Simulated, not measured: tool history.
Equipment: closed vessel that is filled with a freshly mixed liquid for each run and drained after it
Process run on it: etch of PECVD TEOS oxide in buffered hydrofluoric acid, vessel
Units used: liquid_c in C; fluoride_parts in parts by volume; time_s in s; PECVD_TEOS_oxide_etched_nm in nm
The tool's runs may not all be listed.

run	hour	liquid_c	fluoride_parts	time_s	PECVD_TEOS_oxide_etched_nm
1	0	21	10.5	85	208.82
2	7.8	21	10.5	95	233.51
3	8.4	21	9	95	260.22
4	15.2	21	9	85	232.19
5	20.2	22.5	8.5	85	268.8
6	24.5	24	8.5	85	291.75
7	25.5	28	6	85	516.55

What does the tool deliver on the next run?
8	32.9	27.5	6	85	?

PECVD_TEOS_oxide_etched_nm: 494.77 nm
